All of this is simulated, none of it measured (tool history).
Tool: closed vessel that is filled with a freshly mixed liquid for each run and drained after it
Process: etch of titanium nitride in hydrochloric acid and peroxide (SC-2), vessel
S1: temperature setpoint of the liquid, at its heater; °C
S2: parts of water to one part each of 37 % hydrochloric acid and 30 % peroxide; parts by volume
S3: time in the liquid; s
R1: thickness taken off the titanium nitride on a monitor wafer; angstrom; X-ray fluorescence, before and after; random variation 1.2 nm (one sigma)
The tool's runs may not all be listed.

run,day,S1,S2,S3,R1
1,0,52,5.5,2100,814.9
2,0.096,52,4,2100,1008.7
3,0.371,53,4,2100,1068.5
4,0.675,53,5,2100,920.88
5,0.846,47,5,2100,615.09
6,1.146,49.5,5,2100,732.73
7,1.296,49.5,5,2100,739.44
8,1.342,51.5,5,2100,820.14
9,1.483,53,5,2100,906.43
10,1.846,58.5,5,2100,1320.9

Forecast run 11:
11,2.212,58,5,2100,?

R1: 1283 angstrom

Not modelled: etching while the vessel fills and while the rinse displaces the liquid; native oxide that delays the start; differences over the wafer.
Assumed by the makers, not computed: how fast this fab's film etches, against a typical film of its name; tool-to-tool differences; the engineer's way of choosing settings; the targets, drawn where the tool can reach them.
